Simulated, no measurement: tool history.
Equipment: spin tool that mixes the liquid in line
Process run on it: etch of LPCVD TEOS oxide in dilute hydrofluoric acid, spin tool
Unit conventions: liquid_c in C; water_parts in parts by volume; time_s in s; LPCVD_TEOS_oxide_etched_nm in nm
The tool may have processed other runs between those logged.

Run 1, hour 0: liquid_c 25 C, water_parts 60 parts by volume, time_s 65 s. Result: LPCVD_TEOS_oxide_etched_nm 41.63 nm.
Run 2, hour 8.9: liquid_c 24 C, water_parts 60 parts by volume, time_s 65 s. Result: LPCVD_TEOS_oxide_etched_nm 39.303 nm.
Run 3, hour 13.5: liquid_c 23.5 C, water_parts 60 parts by volume, time_s 65 s. Result: LPCVD_TEOS_oxide_etched_nm 39.651 nm.
Run 4, hour 14.2: liquid_c 26.5 C, water_parts 60 parts by volume, time_s 65 s. Result: LPCVD_TEOS_oxide_etched_nm 44.229 nm.
Run 5, hour 19.1: liquid_c 26.5 C, water_parts 60 parts by volume, time_s 70 s. Result: LPCVD_TEOS_oxide_etched_nm 48.058 nm.
Run 6, hour 26.5: liquid_c 29.5 C, water_parts 60 parts by volume, time_s 70 s. Result: LPCVD_TEOS_oxide_etched_nm 53.655 nm.

What does the tool deliver on the next run?
Run 7, hour 29.4: liquid_c 28 C, water_parts 60 parts by volume, time_s 70 s. Result: LPCVD_TEOS_oxide_etched_nm ?.

{"run 7": {"LPCVD_TEOS_oxide_etched_nm": 51.124}}

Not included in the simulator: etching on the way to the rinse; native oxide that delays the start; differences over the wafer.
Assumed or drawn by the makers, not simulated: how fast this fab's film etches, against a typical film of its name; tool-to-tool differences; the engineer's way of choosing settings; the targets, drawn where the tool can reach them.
